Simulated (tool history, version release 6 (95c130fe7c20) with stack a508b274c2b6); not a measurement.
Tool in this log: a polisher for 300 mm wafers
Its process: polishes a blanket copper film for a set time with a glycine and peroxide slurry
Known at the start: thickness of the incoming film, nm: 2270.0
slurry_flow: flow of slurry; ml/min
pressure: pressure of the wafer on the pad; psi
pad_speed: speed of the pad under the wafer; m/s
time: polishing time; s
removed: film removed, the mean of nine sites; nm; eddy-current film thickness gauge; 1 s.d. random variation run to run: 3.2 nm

run 1 hour=0.0 | slurry_flow=200 pressure=3.0 pad_speed=1.00 time=56 | removed=302.71
run 2 hour=5.1 | slurry_flow=200 pressure=2.6 pad_speed=1.00 time=56 | removed=271.78
run 3 hour=11.9 | slurry_flow=160 pressure=2.6 pad_speed=1.00 time=56 | removed=267.64
run 4 hour=13.8 | slurry_flow=205 pressure=2.6 pad_speed=1.00 time=56 | removed=271.86
run 5 hour=20.0 | slurry_flow=205 pressure=2.1 pad_speed=1.00 time=56 | removed=231.11
run 6 hour=25.2 | slurry_flow=205 pressure=2.8 pad_speed=1.00 time=56 | removed=291.80
run 7 hour=29.2 | slurry_flow=205 pressure=2.9 pad_speed=1.00 time=56 | removed=300.25
run 8 hour=37.2 | slurry_flow=205 pressure=3.0 pad_speed=1.00 time=56 | removed=309.31
run 9 hour=45.8 | slurry_flow=205 pressure=3.1 pad_speed=1.00 time=56 | removed=316.32
run 10 hour=53.7 | slurry_flow=205 pressure=3.1 pad_speed=1.00 time=56 | removed=321.16

What does the tool deliver on the next run?
-- hour=55.1 head pressure recalibrated
run 11 hour=55.1 | slurry_flow=205 pressure=3.2 pad_speed=1.00 time=56 | removed=?

Run 11 produced removed 300.04 nm.

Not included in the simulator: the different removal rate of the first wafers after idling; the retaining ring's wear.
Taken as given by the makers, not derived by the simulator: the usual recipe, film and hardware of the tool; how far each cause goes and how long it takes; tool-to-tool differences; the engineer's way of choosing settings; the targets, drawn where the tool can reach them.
